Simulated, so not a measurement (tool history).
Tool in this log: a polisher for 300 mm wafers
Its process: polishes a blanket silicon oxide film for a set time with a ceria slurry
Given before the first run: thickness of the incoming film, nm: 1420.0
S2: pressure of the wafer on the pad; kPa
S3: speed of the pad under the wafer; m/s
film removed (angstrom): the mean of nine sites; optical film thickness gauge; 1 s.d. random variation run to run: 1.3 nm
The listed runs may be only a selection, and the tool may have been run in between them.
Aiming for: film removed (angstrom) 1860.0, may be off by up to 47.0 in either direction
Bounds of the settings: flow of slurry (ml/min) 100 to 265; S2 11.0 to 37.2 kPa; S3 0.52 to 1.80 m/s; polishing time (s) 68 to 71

Run 1, hour 0.0: flow of slurry (ml/min) 170, S2 24.1 kPa, S3 1.16 m/s, polishing time (s) 68. Result: film removed (angstrom) 2961.8.
Run 2, hour 4.4: flow of slurry (ml/min) 170, S2 24.1 kPa, S3 1.02 m/s, polishing time (s) 68. Result: film removed (angstrom) 2625.3.
Run 3, hour 8.7: flow of slurry (ml/min) 195, S2 24.1 kPa, S3 1.02 m/s, polishing time (s) 68. Result: film removed (angstrom) 2676.9.
Run 4, hour 17.7: flow of slurry (ml/min) 155, S2 24.1 kPa, S3 1.02 m/s, polishing time (s) 68. Result: film removed (angstrom) 2585.6.
Run 5, hour 21.6: flow of slurry (ml/min) 150, S2 22.8 kPa, S3 1.02 m/s, polishing time (s) 68. Result: film removed (angstrom) 2402.2.
Run 6, hour 25.4: flow of slurry (ml/min) 150, S2 25.5 kPa, S3 1.02 m/s, polishing time (s) 68. Result: film removed (angstrom) 2684.6.
Run 7, hour 28.5: flow of slurry (ml/min) 145, S2 24.1 kPa, S3 1.02 m/s, polishing time (s) 68. Result: film removed (angstrom) 2526.4.
Run 8, hour 33.1: flow of slurry (ml/min) 140, S2 22.8 kPa, S3 1.02 m/s, polishing time (s) 68. Result: film removed (angstrom) 2362.0.
Run 9, hour 38.8: flow of slurry (ml/min) 120, S2 16.5 kPa, S3 1.02 m/s, polishing time (s) 68. Result: film removed (angstrom) 1670.9.
Run 10, hour 44.5: flow of slurry (ml/min) 120, S2 16.5 kPa, S3 1.02 m/s, polishing time (s) 68. Result: film removed (angstrom) 1659.8.
Run 11, hour 48.1: flow of slurry (ml/min) 170, S2 18.6 kPa, S3 1.02 m/s, polishing time (s) 68. Result: film removed (angstrom) 2034.0.
Run 12, hour 52.7: flow of slurry (ml/min) 170, S2 18.6 kPa, S3 1.02 m/s, polishing time (s) 68. Result: film removed (angstrom) 2034.6.
Run 13, hour 55.3: flow of slurry (ml/min) 160, S2 18.6 kPa, S3 1.02 m/s, polishing time (s) 68. Result: film removed (angstrom) 1999.4.
Run 14, hour 57.7: flow of slurry (ml/min) 120, S2 17.9 kPa, S3 1.02 m/s, polishing time (s) 68. Result: film removed (angstrom) 1797.0.

Exactly one of the 5 candidate moves below puts every result within its allowed miss. Which one?
Run A, hour 60.1: flow of slurry (ml/min) 100, S2 17.2 kPa, S3 1.20 m/s, polishing time (s) 70. Result: film removed (angstrom) ?.
Run B, hour 60.1: flow of slurry (ml/min) 150, S2 19.3 kPa, S3 0.96 m/s, polishing time (s) 68. Result: film removed (angstrom) ?.
Run C, hour 60.1: flow of slurry (ml/min) 105, S2 17.9 kPa, S3 1.10 m/s, polishing time (s) 69. Result: film removed (angstrom) ?.
Run D, hour 60.1: flow of slurry (ml/min) 170, S2 20.7 kPa, S3 0.90 m/s, polishing time (s) 68. Result: film removed (angstrom) ?.
Run E, hour 60.1: flow of slurry (ml/min) 115, S2 20.7 kPa, S3 1.00 m/s, polishing time (s) 68. Result: film removed (angstrom) ?.

move  film removed (angstrom)
   A                   1960.1
   B                   1936.7
   C                   1877.6
   D                   2000.8
   E                   1998.2
A: takes the biggest miss from the last run beyond its target
B: takes the biggest miss from the last run beyond its target
C: meets every target
D: takes the biggest miss from the last run beyond its target
E: takes the biggest miss from the last run beyond its target
Answer: C
